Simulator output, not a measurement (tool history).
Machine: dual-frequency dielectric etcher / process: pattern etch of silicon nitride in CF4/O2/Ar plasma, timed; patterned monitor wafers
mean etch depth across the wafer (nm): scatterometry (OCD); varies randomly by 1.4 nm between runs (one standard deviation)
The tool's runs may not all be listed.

| run | hour | source power (W) | bias power (W) | Ar flow (sccm) | CF4 flow (sccm) | etch time (s) | mean etch depth across the wafer (nm) |
|---|---|---|---|---|---|---|---|
| 1 | 0.0 | 490 | 68 | 90 | 119 | 109.5 | 247.82 |
| 2 | 6.6 | 530 | 68 | 90 | 119 | 109.5 | 266.48 |
| 3 | 9.1 | 530 | 68 | 100 | 119 | 109.5 | 260.00 |
| 4 | 9.9 | 530 | 68 | 100 | 119 | 114.0 | 270.35 |
| 5 | 15.6 | 560 | 68 | 100 | 119 | 114.0 | 284.79 |
| 6 | 20.6 | 590 | 69 | 100 | 119 | 114.0 | 298.88 |
| 7 | 28.5 | 680 | 72 | 99 | 120 | 114.0 | 337.33 |

The next listed run, before its measurement:
| 8 | 31.2 | 680 | 74 | 99 | 120 | 114.0 | ? |

Run 8 gave mean etch depth across the wafer (nm) 346.12.

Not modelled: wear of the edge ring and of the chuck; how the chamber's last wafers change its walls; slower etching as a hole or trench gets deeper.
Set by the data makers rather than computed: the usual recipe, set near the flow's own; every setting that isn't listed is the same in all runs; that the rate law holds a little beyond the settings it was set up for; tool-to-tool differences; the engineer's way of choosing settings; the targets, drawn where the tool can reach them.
